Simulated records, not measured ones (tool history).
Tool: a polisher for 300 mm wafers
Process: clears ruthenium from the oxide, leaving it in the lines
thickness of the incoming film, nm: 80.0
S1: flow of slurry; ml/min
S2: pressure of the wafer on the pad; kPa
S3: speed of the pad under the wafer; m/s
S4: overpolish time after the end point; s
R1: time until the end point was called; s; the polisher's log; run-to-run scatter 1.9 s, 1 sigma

run 1 hour=0.0 | S1=140 S2=11.0 S3=0.88 S4=14 | R1=112.31
run 2 hour=6.5 | S1=135 S2=9.7 S3=0.88 S4=14 | R1=130.25
run 3 hour=7.6 | S1=135 S2=9.7 S3=0.88 S4=11 | R1=129.57
run 4 hour=12.1 | S1=130 S2=8.3 S3=0.88 S4=11 | R1=150.82
run 5 hour=19.9 | S1=125 S2=7.6 S3=0.88 S4=11 | R1=168.65
run 6 hour=25.3 | S1=115 S2=7.6 S3=0.88 S4=11 | R1=170.95
run 7 hour=26.4 | S1=110 S2=7.6 S3=0.88 S4=11 | R1=170.11

The next listed run, before its measurement:
run 8 hour=31.2 | S1=105 S2=7.6 S3=0.88 S4=11 | R1=?

{"run 8": {"R1": 176.86}}
